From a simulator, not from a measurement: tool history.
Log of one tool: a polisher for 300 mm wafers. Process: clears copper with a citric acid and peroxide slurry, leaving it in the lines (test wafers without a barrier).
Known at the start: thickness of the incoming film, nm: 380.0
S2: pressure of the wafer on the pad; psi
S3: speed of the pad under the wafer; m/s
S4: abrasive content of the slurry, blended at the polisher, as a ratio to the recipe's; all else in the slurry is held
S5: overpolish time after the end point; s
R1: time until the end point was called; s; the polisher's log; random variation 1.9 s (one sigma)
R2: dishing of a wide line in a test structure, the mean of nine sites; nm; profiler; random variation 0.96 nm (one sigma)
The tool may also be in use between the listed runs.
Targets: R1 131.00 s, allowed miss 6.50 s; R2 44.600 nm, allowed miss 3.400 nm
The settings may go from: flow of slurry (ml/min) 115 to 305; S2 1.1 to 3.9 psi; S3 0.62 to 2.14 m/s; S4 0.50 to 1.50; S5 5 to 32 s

{"run": 1, "hour": 0.0, "flow of slurry (ml/min)": 195, "S2": 2.5, "S3": 1.38, "S4": 1.0, "S5": 16, "R1": 163.44, "R2": 26.144}
{"run": 2, "hour": 5.1, "flow of slurry (ml/min)": 195, "S2": 2.5, "S3": 1.38, "S4": 1.0, "S5": 19, "R1": 159.54, "R2": 28.977}
{"run": 3, "hour": 11.0, "flow of slurry (ml/min)": 195, "S2": 2.0, "S3": 1.38, "S4": 1.0, "S5": 19, "R1": 204.46, "R2": 24.162}
{"run": 4, "hour": 18.3, "flow of slurry (ml/min)": 195, "S2": 2.1, "S3": 1.38, "S4": 1.0, "S5": 20, "R1": 193.64, "R2": 26.528}
{"run": 5, "hour": 21.6, "flow of slurry (ml/min)": 195, "S2": 2.1, "S3": 1.38, "S4": 1.0, "S5": 23, "R1": 190.38, "R2": 30.013}
{"run": 6, "hour": 25.8, "flow of slurry (ml/min)": 195, "S2": 1.5, "S3": 1.38, "S4": 1.0, "S5": 23, "R1": 262.87, "R2": 21.158}
{"run": 7, "hour": 29.9, "flow of slurry (ml/min)": 195, "S2": 1.7, "S3": 1.38, "S4": 1.0, "S5": 23, "R1": 227.61, "R2": 24.756}
{"run": 8, "hour": 34.6, "flow of slurry (ml/min)": 200, "S2": 2.4, "S3": 1.4, "S4": 1.0, "S5": 24, "R1": 165.23, "R2": 34.289}
{"run": 9, "hour": 43.3, "flow of slurry (ml/min)": 200, "S2": 2.5, "S3": 1.4, "S4": 1.0, "S5": 24, "R1": 156.37, "R2": 36.017}
{"run": 10, "hour": 48.0, "flow of slurry (ml/min)": 200, "S2": 2.7, "S3": 1.4, "S4": 1.0, "S5": 25, "R1": 149.47, "R2": 39.193}

5 next moves are on the table. One of them brings every result within its allowed miss. Which?
{"run": "A", "hour": 52.7, "flow of slurry (ml/min)": 170, "S2": 2.6, "S3": 1.28, "S4": 0.9, "S5": 24, "R1": "?", "R2": "?"}
{"run": "B", "hour": 52.7, "flow of slurry (ml/min)": 185, "S2": 2.7, "S3": 1.54, "S4": 1.0, "S5": 21, "R1": "?", "R2": "?"}
{"run": "C", "hour": 52.7, "flow of slurry (ml/min)": 210, "S2": 2.6, "S3": 1.28, "S4": 1.1, "S5": 22, "R1": "?", "R2": "?"}
{"run": "D", "hour": 52.7, "flow of slurry (ml/min)": 175, "S2": 2.8, "S3": 1.26, "S4": 0.9, "S5": 23, "R1": "?", "R2": "?"}
{"run": "E", "hour": 52.7, "flow of slurry (ml/min)": 150, "S2": 2.9, "S3": 1.52, "S4": 1.05, "S5": 25, "R1": "?", "R2": "?"}

move=A R1=175.59 R2=35.138
move=B R1=137.78 R2=38.523
move=C R1=166.04 R2=34.229
move=D R1=165.23 R2=35.798
move=E R1=133.37 R2=45.710
A: further off than the last run
B: nearer than the last run, and not there yet
C: further off than the last run
D: further off than the last run
E: meets every target
Move E is the one to make.
